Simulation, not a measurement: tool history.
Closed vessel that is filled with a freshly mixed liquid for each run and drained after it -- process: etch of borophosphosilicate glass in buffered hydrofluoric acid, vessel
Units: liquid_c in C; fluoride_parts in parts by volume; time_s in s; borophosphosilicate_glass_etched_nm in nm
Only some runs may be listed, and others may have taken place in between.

run  hour  liquid_c  fluoride_parts  time_s  borophosphosilicate_glass_etched_nm
  1   0.0      25.0            15.0      30                               60.595
  2   6.4      26.0            14.0      30                               68.949
  3  11.0      26.5            13.5      30                               73.041
  4  16.8      24.5            13.5      30                               65.061
  5  20.7      25.5            13.0      30                               71.769
  6  26.3      26.0            12.5      30                               77.065
  7  33.3      26.5            12.0      30                               81.644
  8  40.5      27.0            11.5      30                               88.126

What will run 9 give?
  9  41.7      27.5            11.0      30                                    ?

{"run 9": {"borophosphosilicate_glass_etched_nm": 94.873}}
